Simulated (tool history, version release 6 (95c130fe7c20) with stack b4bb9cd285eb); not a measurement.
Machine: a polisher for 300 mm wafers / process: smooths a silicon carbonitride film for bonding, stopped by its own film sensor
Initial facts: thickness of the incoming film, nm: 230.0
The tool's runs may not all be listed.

| run | day | flow of slurry (ml/min) | pressure of the wafer on the pad (psi) | speed of the pad under the wafer (m/s) | abrasive content of the slurry | target thickness at which the film sensor stops the polish (Å) | time until the film sensor stopped the polish (s) |
|---|---|---|---|---|---|---|---|
| 1 | 0 | 255 | 2.1 | 0.8 | 1 | 2170 | 54.823 |
| 2 | 0.217 | 255 | 2.1 | 0.8 | 1 | 2180 | 50.956 |
| 3 | 0.321 | 255 | 2.1 | 0.8 | 0.85 | 2180 | 53.801 |
| 4 | 0.4 | 255 | 2.1 | 0.8 | 0.95 | 2180 | 52.5 |
| 5 | 0.492 | 295 | 2.1 | 0.8 | 0.95 | 2180 | 51.307 |
| 6 | 0.75 | 295 | 1.9 | 0.8 | 0.95 | 2180 | 56.826 |
| 7 | 0.988 | 295 | 1.7 | 0.8 | 0.95 | 2180 | 63.553 |
| 8 | 1.017 | 295 | 1.6 | 0.8 | 0.95 | 2180 | 66.764 |
| 9 | 1.225 | 295 | 1.5 | 0.8 | 0.95 | 2180 | 70.949 |

What does the tool deliver on the next run?
| 10 | 1.388 | 295 | 1.1 | 0.8 | 0.95 | 2180 | ? |

time until the film sensor stopped the polish (s): 96.381
